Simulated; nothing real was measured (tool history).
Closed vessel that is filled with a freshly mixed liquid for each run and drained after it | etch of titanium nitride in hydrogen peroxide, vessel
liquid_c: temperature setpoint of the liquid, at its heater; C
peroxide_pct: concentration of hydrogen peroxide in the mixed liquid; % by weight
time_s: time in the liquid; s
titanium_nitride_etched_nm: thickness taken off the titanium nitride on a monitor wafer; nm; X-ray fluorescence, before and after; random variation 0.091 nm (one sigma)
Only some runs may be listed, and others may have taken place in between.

Run 1, hour 0.0: liquid_c 52.0 C, peroxide_pct 19.5 % by weight, time_s 165 s. Result: titanium_nitride_etched_nm 5.8222 nm.
Run 2, hour 1.7: liquid_c 53.5 C, peroxide_pct 19.5 % by weight, time_s 165 s. Result: titanium_nitride_etched_nm 6.4618 nm.
Run 3, hour 4.2: liquid_c 53.5 C, peroxide_pct 19.5 % by weight, time_s 80 s. Result: titanium_nitride_etched_nm 3.1467 nm.
Run 4, hour 13.7: liquid_c 53.5 C, peroxide_pct 19.5 % by weight, time_s 80 s. Result: titanium_nitride_etched_nm 3.1105 nm.
Run 5, hour 15.0: liquid_c 50.5 C, peroxide_pct 19.5 % by weight, time_s 80 s. Result: titanium_nitride_etched_nm 2.4624 nm.
Run 6, hour 16.6: liquid_c 50.5 C, peroxide_pct 19.5 % by weight, time_s 165 s. Result: titanium_nitride_etched_nm 5.1302 nm.
Run 7, hour 20.9: liquid_c 53.0 C, peroxide_pct 21.0 % by weight, time_s 165 s. Result: titanium_nitride_etched_nm 6.4044 nm.
Run 8, hour 30.1: liquid_c 54.5 C, peroxide_pct 21.0 % by weight, time_s 165 s. Result: titanium_nitride_etched_nm 7.0827 nm.
Run 9, hour 34.6: liquid_c 55.5 C, peroxide_pct 21.0 % by weight, time_s 165 s. Result: titanium_nitride_etched_nm 7.6513 nm.
At hour 38.0: thermometer replaced.
Run 10, hour 38.0: liquid_c 56.0 C, peroxide_pct 21.0 % by weight, time_s 165 s. Result: titanium_nitride_etched_nm 9.0378 nm.
Run 11, hour 40.0: liquid_c 56.5 C, peroxide_pct 21.0 % by weight, time_s 165 s. Result: titanium_nitride_etched_nm 9.3924 nm.
Run 12, hour 45.9: liquid_c 57.0 C, peroxide_pct 21.0 % by weight, time_s 165 s. Result: titanium_nitride_etched_nm 9.6188 nm.

Run 13 comes next. What will it give?
Run 13, hour 48.5: liquid_c 57.5 C, peroxide_pct 21.0 % by weight, time_s 165 s. Result: titanium_nitride_etched_nm ?.

{"run 13": {"titanium_nitride_etched_nm": 9.9253}}
